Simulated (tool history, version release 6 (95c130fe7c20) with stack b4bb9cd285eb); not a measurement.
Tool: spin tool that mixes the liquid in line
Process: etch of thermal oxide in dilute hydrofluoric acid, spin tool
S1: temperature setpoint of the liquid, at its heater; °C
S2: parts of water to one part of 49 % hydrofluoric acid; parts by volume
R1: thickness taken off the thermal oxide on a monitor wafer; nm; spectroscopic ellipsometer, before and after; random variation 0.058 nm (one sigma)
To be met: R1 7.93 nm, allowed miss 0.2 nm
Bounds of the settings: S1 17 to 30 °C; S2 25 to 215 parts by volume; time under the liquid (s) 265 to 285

{"run": 1, "hour": 0.0, "S1": 22, "S2": 120, "time under the liquid (s)": 265, "R1": 9.0288}
{"run": 2, "hour": 6.2, "S1": 21.5, "S2": 120, "time under the liquid (s)": 265, "R1": 8.6662}
{"run": 3, "hour": 11.4, "S1": 23.5, "S2": 120, "time under the liquid (s)": 265, "R1": 9.3491}
{"run": 4, "hour": 12.3, "S1": 23.5, "S2": 120, "time under the liquid (s)": 265, "R1": 9.3717}
{"run": 5, "hour": 17.3, "S1": 26, "S2": 120, "time under the liquid (s)": 265, "R1": 10.371}
{"run": 6, "hour": 19.4, "S1": 26, "S2": 120, "time under the liquid (s)": 265, "R1": 10.332}
{"run": 7, "hour": 21.4, "S1": 25, "S2": 120, "time under the liquid (s)": 265, "R1": 9.9859}
{"run": 8, "hour": 23.6, "S1": 24, "S2": 120, "time under the liquid (s)": 265, "R1": 9.6709}
{"run": 9, "hour": 27.1, "S1": 23, "S2": 120, "time under the liquid (s)": 265, "R1": 9.3294}

4 next moves are on the table. One of them brings every result within its allowed miss. Which?
{"run": "A", "hour": 30.6, "S1": 20.5, "S2": 100, "time under the liquid (s)": 285, "R1": "?"}
{"run": "B", "hour": 30.6, "S1": 20, "S2": 115, "time under the liquid (s)": 265, "R1": "?"}
{"run": "C", "hour": 30.6, "S1": 23.5, "S2": 145, "time under the liquid (s)": 275, "R1": "?"}
{"run": "D", "hour": 30.6, "S1": 20.5, "S2": 140, "time under the liquid (s)": 285, "R1": "?"}

move=A R1=11.096
move=B R1=8.6452
move=C R1=7.9049
move=D R1=7.5852
A: further off than the last run
B: nearer than the last run, and not there yet
C: meets every target
D: takes the result that was furthest off past its target
Answer: C

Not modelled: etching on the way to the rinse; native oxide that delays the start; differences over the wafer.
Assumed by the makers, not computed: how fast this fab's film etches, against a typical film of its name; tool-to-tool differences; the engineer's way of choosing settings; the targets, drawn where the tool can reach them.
